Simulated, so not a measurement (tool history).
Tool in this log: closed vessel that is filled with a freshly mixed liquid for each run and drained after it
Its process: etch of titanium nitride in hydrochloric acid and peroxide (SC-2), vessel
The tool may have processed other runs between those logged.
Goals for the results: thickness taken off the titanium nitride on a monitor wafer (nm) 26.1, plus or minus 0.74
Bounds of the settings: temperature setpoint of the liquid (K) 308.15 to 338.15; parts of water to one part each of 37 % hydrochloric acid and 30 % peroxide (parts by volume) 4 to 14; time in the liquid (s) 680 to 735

| run | hour | temperature setpoint of the liquid (K) | parts of water to one part each of 37 % hydrochloric acid and 30 % peroxide (parts by volume) | time in the liquid (s) | thickness taken off the titanium nitride on a monitor wafer (nm) |
|---|---|---|---|---|---|
| 1 | 0 | 322.15 | 7.5 | 680 | 15.374 |
| 2 | 5.6 | 322.15 | 5.5 | 680 | 19.916 |
| 3 | 6.7 | 322.15 | 7 | 680 | 16.469 |
| 4 | 13 | 322.15 | 7 | 680 | 16.655 |
| 5 | 21.8 | 315.65 | 7 | 680 | 10.343 |
| 6 | 22.8 | 310.65 | 7 | 680 | 7.3324 |
| 7 | 27.4 | 315.15 | 7 | 680 | 10.157 |
| 8 | 35.4 | 318.65 | 7 | 680 | 13.034 |
| 9 | 44.1 | 321.15 | 7 | 680 | 15.366 |
| 10 | 48.7 | 323.15 | 7 | 680 | 17.455 |
| 11 | 53.5 | 324.65 | 7 | 680 | 19.416 |
| 12 | 54.5 | 325.65 | 7 | 680 | 20.698 |
| 13 | 57.5 | 326.65 | 7 | 680 | 22.232 |
| 14 | 62 | 327.15 | 7 | 680 | 22.839 |

Exactly one of the 5 candidate moves below puts every result within its allowed miss. Which one?
| A | 66.5 | 326.15 | 9 | 725 | ? |
| B | 66.5 | 326.65 | 6.5 | 700 | ? |
| C | 66.5 | 325.15 | 5 | 735 | ? |
| D | 66.5 | 327.65 | 6 | 680 | ? |
| E | 66.5 | 326.65 | 7 | 735 | ? |

| move | thickness taken off the titanium nitride on a monitor wafer (nm) |
|---|---|
| A | 18.45 |
| B | 23.818 |
| C | 27.524 |
| D | 26.237 |
| E | 23.62 |
A: misses by more than the last run did
B: better than the last run, though not everything is in spec
C: takes the biggest miss from the last run beyond its target
D: each result inside its tolerance
E: better than the last run, though not everything is in spec
Correct choice: D, which meets every target
